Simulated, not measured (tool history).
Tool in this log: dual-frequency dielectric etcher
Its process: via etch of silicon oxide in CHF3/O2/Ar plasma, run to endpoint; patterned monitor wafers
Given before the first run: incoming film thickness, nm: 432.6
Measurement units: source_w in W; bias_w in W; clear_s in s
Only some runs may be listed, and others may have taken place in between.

run 1 day=0.000 | source_w=750 bias_w=136 | clear_s=223.06
run 2 day=0.133 | source_w=790 bias_w=138 | clear_s=216.31
run 3 day=0.471 | source_w=720 bias_w=138 | clear_s=225.28
run 4 day=0.654 | source_w=850 bias_w=138 | clear_s=209.93
run 5 day=1.008 | source_w=850 bias_w=147 | clear_s=205.74
run 6 day=1.283 | source_w=870 bias_w=148 | clear_s=203.78
run 7 day=1.625 | source_w=890 bias_w=149 | clear_s=200.59

Run 8 has not been measured yet. What should we expect?
run 8 day=1.904 | source_w=1040 bias_w=153 | clear_s=?

Run 8 came out at clear_s 185.11 s.
